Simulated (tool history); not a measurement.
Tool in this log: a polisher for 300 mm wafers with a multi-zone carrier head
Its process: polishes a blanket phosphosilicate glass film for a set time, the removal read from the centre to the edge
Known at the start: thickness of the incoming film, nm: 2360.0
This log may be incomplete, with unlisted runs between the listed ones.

run,hour,flow of slurry (ml/min),pressure of the head's centre zone,pressure of the head's middle zone,pressure of the head's edge zone,abrasive content of the slurry,polishing time (s),film removed at the wafer's centre (angstrom),film removed at mid-radius (angstrom),film removed at the wafer's edge (angstrom)
1,0,150,1,1,1,1,33,3234.4,3262.9,3231.7
2,7.3,145,1.01,0.99,1,1,33,3248.7,3217.7,3170.2
3,14.6,145,1.01,0.99,1,1,25,2444.9,2440.6,2430.3
4,17.4,145,1.01,0.99,1,1,32,3159.2,3092.9,3062.9
5,22.2,110,1.01,0.99,1,1,32,2921.9,2886.8,2927.6
6,26,110,1.01,1.04,1,1,32,2893.6,3023.9,2965
7,29.1,115,1.03,1.03,1.01,1,32,3002.4,3031.6,2951.3
8,31.5,115,1.04,1.01,1.02,1,32,3052.6,2947.5,3013.2
9,39.9,150,1.14,0.94,1,1,32,3629.3,3007.3,3094.3

Run 10, settings as shown, results not yet in. Your forecast:
10,40.6,150,1.14,0.94,1.01,1,32,?,?,?

{"run 10": {"film removed at the wafer's centre (angstrom)": 3590.1, "film removed at mid-radius (angstrom)": 2986.1, "film removed at the wafer's edge (angstrom)": 3136.3}}

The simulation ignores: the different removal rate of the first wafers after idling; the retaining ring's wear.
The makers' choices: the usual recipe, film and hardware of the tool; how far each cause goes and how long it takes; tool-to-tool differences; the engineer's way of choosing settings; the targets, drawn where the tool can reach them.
